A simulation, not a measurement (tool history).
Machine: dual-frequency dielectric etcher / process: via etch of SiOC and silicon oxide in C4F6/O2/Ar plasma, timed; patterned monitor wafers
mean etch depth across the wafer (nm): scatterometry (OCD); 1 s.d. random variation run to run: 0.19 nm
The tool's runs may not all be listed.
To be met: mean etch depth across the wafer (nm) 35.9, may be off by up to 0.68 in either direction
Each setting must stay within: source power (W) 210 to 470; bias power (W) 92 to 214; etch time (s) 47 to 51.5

| run | day | source power (W) | bias power (W) | etch time (s) | mean etch depth across the wafer (nm) |
|---|---|---|---|---|---|
| 1 | 0 | 340 | 153 | 51.5 | 45.454 |
| 2 | 0.225 | 340 | 140 | 51.5 | 43.703 |
| 3 | 0.462 | 310 | 133 | 51.5 | 41.792 |
| 4 | 0.825 | 330 | 133 | 51.5 | 42.349 |
| 5 | 1.108 | 300 | 126 | 51.5 | 39.868 |
| 6 | 1.304 | 280 | 125 | 51.5 | 39.061 |
| 7 | 1.546 | 280 | 125 | 51.5 | 39.162 |
| 8 | 1.625 | 280 | 125 | 51.5 | 38.709 |
| 9 | 1.908 | 270 | 124 | 51.5 | 38.274 |
| 10 | 1.938 | 260 | 123 | 51.5 | 37.914 |
| 11 | 2.062 | 250 | 122 | 51.5 | 36.992 |
| 12 | 2.333 | 240 | 122 | 51.5 | 36.852 |

Pick the move, out of 5, that brings all results within their allowed miss; only one does.
| A | 2.604 | 250 | 127 | 47 | ? |
| B | 2.604 | 210 | 131 | 48 | ? |
| C | 2.604 | 270 | 122 | 48.5 | ? |
| D | 2.604 | 320 | 106 | 47.5 | ? |
| E | 2.604 | 250 | 117 | 48 | ? |

| move | mean etch depth across the wafer (nm) |
|---|---|
| A | 34.82 |
| B | 34.41 |
| C | 35.963 |
| D | 34.296 |
| E | 33.984 |
A: carries the result that was furthest off beyond its target, to the other side
B: carries the result that was furthest off beyond its target, to the other side
C: every result within its allowed miss
D: carries the result that was furthest off beyond its target, to the other side
E: carries the result that was furthest off beyond its target, to the other side
C meets every target.
